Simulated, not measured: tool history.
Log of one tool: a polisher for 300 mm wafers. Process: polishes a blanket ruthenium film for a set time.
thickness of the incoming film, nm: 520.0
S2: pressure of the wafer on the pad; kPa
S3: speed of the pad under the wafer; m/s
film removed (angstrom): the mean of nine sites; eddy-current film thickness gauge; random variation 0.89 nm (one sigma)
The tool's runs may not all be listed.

run 1 day=0 | flow_of_slurry_(ml/min)=135 S2=17.9 S3=1.1 polishing_time_(s)=106 | film_removed_(angstrom)=1398.7
run 2 day=0.138 | flow_of_slurry_(ml/min)=135 S2=16.5 S3=1.06 polishing_time_(s)=106 | film_removed_(angstrom)=1262
run 3 day=0.204 | flow_of_slurry_(ml/min)=135 S2=13.8 S3=1.06 polishing_time_(s)=106 | film_removed_(angstrom)=1068.8
run 4 day=0.512 | flow_of_slurry_(ml/min)=135 S2=13.1 S3=1.02 polishing_time_(s)=106 | film_removed_(angstrom)=957.02
run 5 day=0.854 | flow_of_slurry_(ml/min)=135 S2=12.4 S3=1 polishing_time_(s)=106 | film_removed_(angstrom)=884.05
run 6 day=1.154 | flow_of_slurry_(ml/min)=135 S2=12.4 S3=0.78 polishing_time_(s)=106 | film_removed_(angstrom)=711.17

Forecast run 7:
run 7 day=1.496 | flow_of_slurry_(ml/min)=130 S2=9.7 S3=0.76 polishing_time_(s)=106 | film_removed_(angstrom)=?

Run 7 gave film removed (angstrom) 535.55.
